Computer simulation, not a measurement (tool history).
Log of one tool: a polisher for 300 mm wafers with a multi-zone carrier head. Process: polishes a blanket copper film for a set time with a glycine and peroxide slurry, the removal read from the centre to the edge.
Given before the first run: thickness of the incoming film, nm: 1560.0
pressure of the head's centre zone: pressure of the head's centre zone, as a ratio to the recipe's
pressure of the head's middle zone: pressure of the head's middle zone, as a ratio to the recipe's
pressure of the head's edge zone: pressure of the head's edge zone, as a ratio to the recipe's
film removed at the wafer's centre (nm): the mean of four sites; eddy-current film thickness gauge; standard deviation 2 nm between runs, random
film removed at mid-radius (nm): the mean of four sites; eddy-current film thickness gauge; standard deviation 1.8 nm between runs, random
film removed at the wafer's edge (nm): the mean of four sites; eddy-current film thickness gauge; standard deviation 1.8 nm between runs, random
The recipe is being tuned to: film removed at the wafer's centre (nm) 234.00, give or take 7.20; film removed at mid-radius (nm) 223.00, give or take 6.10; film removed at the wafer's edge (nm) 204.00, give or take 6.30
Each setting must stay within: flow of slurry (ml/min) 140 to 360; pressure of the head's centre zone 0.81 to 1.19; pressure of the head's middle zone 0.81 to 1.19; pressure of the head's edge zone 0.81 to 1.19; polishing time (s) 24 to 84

run  hour  flow of slurry (ml/min)  pressure of the head's centre zone  pressure of the head's middle zone  pressure of the head's edge zone  polishing time (s)  film removed at the wafer's centre (nm)  film removed at mid-radius (nm)  film removed at the wafer's edge (nm)
  1   0.0                      230                                1.00                                1.00                              1.00                  54                                   332.72                           323.78                                 328.90
  2   2.0                      235                                1.01                                1.01                              0.95                  47                                   292.88                           278.44                                 280.93
  3   8.2                      235                                1.01                                1.01                              0.95                  58                                   353.31                           344.80                                 346.46
  4  13.3                      235                                1.01                                1.07                              0.95                  58                                   359.22                           366.29                                 350.35
  5  21.7                      235                                0.98                                1.07                              0.95                  58                                   347.91                           366.94                                 345.94
     24.6  -- worn pad replaced by a new one
  6  24.6                      235                                0.98                                1.07                              0.95                  71                                   458.21                           481.23                                 453.74
  7  25.4                      240                                1.01                                1.08                              0.91                  60                                   400.36                           413.52                                 380.04
  8  27.6                      275                                1.06                                1.11                              0.98                  49                                   350.31                           351.26                                 320.18
  9  33.1                      275                                1.05                                1.09                              0.93                  43                                   306.42                           300.31                                 278.78
 10  37.4                      255                                1.05                                1.09                              0.89                  39                                   271.03                           270.35                                 247.91
 11  43.5                      230                                1.07                                1.09                              0.87                  37                                   260.46                           253.50                                 235.09
 12  47.9                      225                                1.08                                1.09                              0.85                  35                                   247.18                           237.41                                 215.40
 13  50.3                      215                                1.08                                1.09                              0.85                  35                                   248.16                           238.44                                 215.60
 14  52.9                      200                                1.08                                1.09                              0.85                  35                                   242.06                           235.52                                 212.71
 15  54.1                      190                                1.08                                1.08                              0.85                  35                                   242.19                           233.95                                 215.16
 16  55.2                      185                                1.08                                1.08                              0.84                  35                                   243.16                           233.35                                 213.83

4 next moves are on the table. One of them brings every result within its allowed miss. Which?
  A  56.3                      195                                1.06                                0.96                              0.94                  35                                        ?                                ?                                      ?
  B  56.3                      170                                1.12                                0.92                              0.88                  36                                        ?                                ?                                      ?
  C  56.3                      140                                1.15                                1.15                              0.95                  33                                        ?                                ?                                      ?
  D  56.3                      160                                1.08                                1.18                              0.81                  35                                        ?                                ?                                      ?

move  film removed at the wafer's centre (nm)  film removed at mid-radius (nm)  film removed at the wafer's edge (nm)
   A                                   236.53                           216.24                                 222.29
   B                                   251.88                           211.67                                 220.42
   C                                   229.85                           222.49                                 202.76
   D                                   234.17                           245.76                                 206.36
A: moves the result that the last run missed by most past its target, out the other side
B: moves the result that the last run missed by most past its target, out the other side
C: all results land within tolerance of their targets
D: the biggest miss grows against the last run
Answer: C

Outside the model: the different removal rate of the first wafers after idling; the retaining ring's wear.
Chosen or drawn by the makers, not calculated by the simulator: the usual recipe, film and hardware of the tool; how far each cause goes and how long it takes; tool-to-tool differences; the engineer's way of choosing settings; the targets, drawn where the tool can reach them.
